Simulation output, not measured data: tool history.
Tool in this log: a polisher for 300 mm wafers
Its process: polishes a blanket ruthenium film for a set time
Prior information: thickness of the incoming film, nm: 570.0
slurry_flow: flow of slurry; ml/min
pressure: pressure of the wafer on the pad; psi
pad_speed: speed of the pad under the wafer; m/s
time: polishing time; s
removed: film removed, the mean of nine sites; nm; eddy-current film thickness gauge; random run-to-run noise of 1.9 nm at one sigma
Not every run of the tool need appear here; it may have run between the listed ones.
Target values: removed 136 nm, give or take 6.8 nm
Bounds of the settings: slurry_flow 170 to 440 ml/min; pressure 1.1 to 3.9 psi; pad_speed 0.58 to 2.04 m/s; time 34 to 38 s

run  hour  slurry_flow  pressure  pad_speed  time  removed
  1     0          280       2.5        1.3    38   63.933
  2     8          280       2.8       1.36    38   74.407
  3  13.7          280       2.8       1.66    38   88.414
  4  19.2          280       3.1       1.68    38   100.47
  5  20.6          280       2.7       1.68    38   86.642
  6    24          280       2.7       1.68    34    76.29
     30.3  -- worn pad replaced by a new one
  7  30.3          280       2.7       1.68    34   82.921
  8  36.2          280       3.4       1.74    34   106.61

Next run, 5 choices. One meets every target within its allowed miss, the rest don't. Which?
  A  42.1          290       3.6       1.86    38        ?
  B  42.1          265       3.2       1.48    34        ?
  C  42.1          280       2.8        1.4    34        ?
  D  42.1          310       3.6       1.72    37        ?
  E  42.1          315       3.8       1.92    38        ?

move  removed
   A   140.44
   B   88.848
   C   74.464
   D    127.5
   E    153.9
A: all results in spec
B: lands further from the targets than the last run did
C: lands further from the targets than the last run did
D: closer than the last run, but not yet in spec
E: pushes the last run's worst result past its target
Correct choice: A, which meets every target

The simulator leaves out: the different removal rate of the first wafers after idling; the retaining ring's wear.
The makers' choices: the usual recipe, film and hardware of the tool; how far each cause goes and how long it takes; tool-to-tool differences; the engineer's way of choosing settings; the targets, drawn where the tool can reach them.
